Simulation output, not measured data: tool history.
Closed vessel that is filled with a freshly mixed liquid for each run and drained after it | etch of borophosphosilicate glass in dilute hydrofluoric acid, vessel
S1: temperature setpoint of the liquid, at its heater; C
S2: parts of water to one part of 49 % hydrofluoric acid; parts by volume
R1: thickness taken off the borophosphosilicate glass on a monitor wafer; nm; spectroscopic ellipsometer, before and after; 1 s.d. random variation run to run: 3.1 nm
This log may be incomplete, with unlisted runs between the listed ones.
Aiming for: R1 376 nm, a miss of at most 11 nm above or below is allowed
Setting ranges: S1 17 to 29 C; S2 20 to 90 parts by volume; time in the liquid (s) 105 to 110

Run 1, hour 0: S1 21 C, S2 50 parts by volume, time in the liquid (s) 105. Result: R1 110.28 nm.
Run 2, hour 1.1: S1 19 C, S2 50 parts by volume, time in the liquid (s) 105. Result: R1 100.27 nm.
Run 3, hour 8.3: S1 22 C, S2 40 parts by volume, time in the liquid (s) 105. Result: R1 147.45 nm.
Run 4, hour 13.1: S1 18.5 C, S2 40 parts by volume, time in the liquid (s) 105. Result: R1 125.79 nm.
Run 5, hour 17: S1 18.5 C, S2 60 parts by volume, time in the liquid (s) 105. Result: R1 81.295 nm.
Run 6, hour 26: S1 20.5 C, S2 60 parts by volume, time in the liquid (s) 105. Result: R1 88.667 nm.
Run 7, hour 33.6: S1 24.5 C, S2 40 parts by volume, time in the liquid (s) 110. Result: R1 168.16 nm.
Run 8, hour 37.3: S1 28.5 C, S2 20 parts by volume, time in the liquid (s) 110. Result: R1 413.09 nm.
Run 9, hour 39.9: S1 28 C, S2 20 parts by volume, time in the liquid (s) 110. Result: R1 404.66 nm.
Run 10, hour 43.9: S1 27.5 C, S2 20 parts by volume, time in the liquid (s) 110. Result: R1 397.17 nm.

Which one of the following 4 next-run settings gets every result inside its allowed miss? There is exactly one.
Run A, hour 47.9: S1 25.5 C, S2 20 parts by volume, time in the liquid (s) 105. Result: R1 ?.
Run B, hour 47.9: S1 25 C, S2 20 parts by volume, time in the liquid (s) 110. Result: R1 ?.
Run C, hour 47.9: S1 29 C, S2 20 parts by volume, time in the liquid (s) 110. Result: R1 ?.
Run D, hour 47.9: S1 27.5 C, S2 20 parts by volume, time in the liquid (s) 105. Result: R1 ?.

move      R1
   A  348.69
   B  357.73
   C  422.06
   D  378.86
A: takes the result that was furthest off past its target
B: takes the result that was furthest off past its target
C: lands further from the targets than the last run did
D: hits every target within its allowed miss
Correct choice: D, which meets every target
